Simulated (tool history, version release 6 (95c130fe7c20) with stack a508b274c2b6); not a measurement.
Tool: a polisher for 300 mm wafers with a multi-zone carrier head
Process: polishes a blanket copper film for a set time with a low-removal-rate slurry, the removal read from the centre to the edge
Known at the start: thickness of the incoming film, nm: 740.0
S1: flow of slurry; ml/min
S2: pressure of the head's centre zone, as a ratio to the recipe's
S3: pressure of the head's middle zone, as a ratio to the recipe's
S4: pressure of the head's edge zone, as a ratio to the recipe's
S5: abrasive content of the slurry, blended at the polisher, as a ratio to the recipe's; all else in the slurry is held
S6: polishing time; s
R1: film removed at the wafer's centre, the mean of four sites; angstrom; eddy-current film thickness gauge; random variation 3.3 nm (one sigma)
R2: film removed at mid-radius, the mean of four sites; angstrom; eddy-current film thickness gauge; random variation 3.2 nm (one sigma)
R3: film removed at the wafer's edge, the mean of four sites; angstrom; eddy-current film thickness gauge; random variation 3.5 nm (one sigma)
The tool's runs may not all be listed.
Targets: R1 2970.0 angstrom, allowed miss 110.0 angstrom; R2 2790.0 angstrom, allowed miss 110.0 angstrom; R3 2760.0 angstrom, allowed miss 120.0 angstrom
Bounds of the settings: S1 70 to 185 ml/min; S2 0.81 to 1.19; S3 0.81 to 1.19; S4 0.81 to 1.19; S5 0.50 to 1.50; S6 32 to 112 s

Run 1, hour 0.0: S1 120 ml/min, S2 1.00, S3 1.00, S4 1.00, S5 1.00, S6 72 s. Result: R1 2079.9 angstrom, R2 2121.2 angstrom, R3 2180.3 angstrom.
Run 2, hour 2.2: S1 95 ml/min, S2 1.00, S3 1.00, S4 1.00, S5 1.00, S6 72 s. Result: R1 1949.5 angstrom, R2 2026.5 angstrom, R3 2104.1 angstrom.
Run 3, hour 6.8: S1 95 ml/min, S2 1.00, S3 1.06, S4 1.00, S5 1.00, S6 72 s. Result: R1 1953.7 angstrom, R2 2079.6 angstrom, R3 2104.7 angstrom.
Run 4, hour 9.6: S1 95 ml/min, S2 1.06, S3 1.06, S4 1.00, S5 1.00, S6 72 s. Result: R1 2066.7 angstrom, R2 2055.9 angstrom, R3 2058.2 angstrom.
Run 5, hour 12.5: S1 105 ml/min, S2 1.07, S3 1.07, S4 1.02, S5 1.10, S6 73 s. Result: R1 2209.6 angstrom, R2 2240.2 angstrom, R3 2210.9 angstrom.
Run 6, hour 16.2: S1 105 ml/min, S2 1.07, S3 1.07, S4 1.07, S5 1.10, S6 73 s. Result: R1 2233.3 angstrom, R2 2238.1 angstrom, R3 2298.9 angstrom.
Run 7, hour 22.0: S1 115 ml/min, S2 1.09, S3 1.08, S4 1.09, S5 1.15, S6 73 s. Result: R1 2379.5 angstrom, R2 2306.5 angstrom, R3 2347.6 angstrom.
Run 8, hour 22.9: S1 125 ml/min, S2 1.10, S3 1.09, S4 1.10, S5 1.20, S6 73 s. Result: R1 2463.6 angstrom, R2 2458.1 angstrom, R3 2452.9 angstrom.
Run 9, hour 27.8: S1 135 ml/min, S2 1.11, S3 1.09, S4 1.11, S5 1.20, S6 73 s. Result: R1 2543.2 angstrom, R2 2495.0 angstrom, R3 2502.1 angstrom.
Run 10, hour 34.7: S1 140 ml/min, S2 1.12, S3 1.09, S4 1.12, S5 1.20, S6 73 s. Result: R1 2611.7 angstrom, R2 2517.1 angstrom, R3 2455.7 angstrom.
Run 11, hour 40.8: S1 145 ml/min, S2 1.12, S3 1.09, S4 1.13, S5 1.25, S6 73 s. Result: R1 2636.1 angstrom, R2 2564.2 angstrom, R3 2523.9 angstrom.
Run 12, hour 46.9: S1 150 ml/min, S2 1.13, S3 1.09, S4 1.14, S5 1.30, S6 73 s. Result: R1 2755.7 angstrom, R2 2629.8 angstrom, R3 2574.4 angstrom.

4 next moves are on the table. One of them brings every result within its allowed miss. Which?
Run A, hour 53.0: S1 145 ml/min, S2 1.17, S3 1.16, S4 1.16, S5 1.50, S6 64 s. Result: R1 ?, R2 ?, R3 ?.
Run B, hour 53.0: S1 160 ml/min, S2 1.18, S3 1.10, S4 1.16, S5 1.30, S6 77 s. Result: R1 ?, R2 ?, R3 ?.
Run C, hour 53.0: S1 110 ml/min, S2 1.12, S3 1.11, S4 1.19, S5 1.10, S6 77 s. Result: R1 ?, R2 ?, R3 ?.
Run D, hour 53.0: S1 115 ml/min, S2 1.19, S3 1.02, S4 1.19, S5 1.15, S6 81 s. Result: R1 ?, R2 ?, R3 ?.

move      R1      R2      R3
   A  2471.5  2404.4  2354.1
   B  2968.2  2729.5  2784.4
   C  2462.0  2433.4  2559.8
   D  2816.9  2433.6  2745.1
A: further off than the last run
B: meets every target
C: further off than the last run
D: further off than the last run
Move B is the one to make.
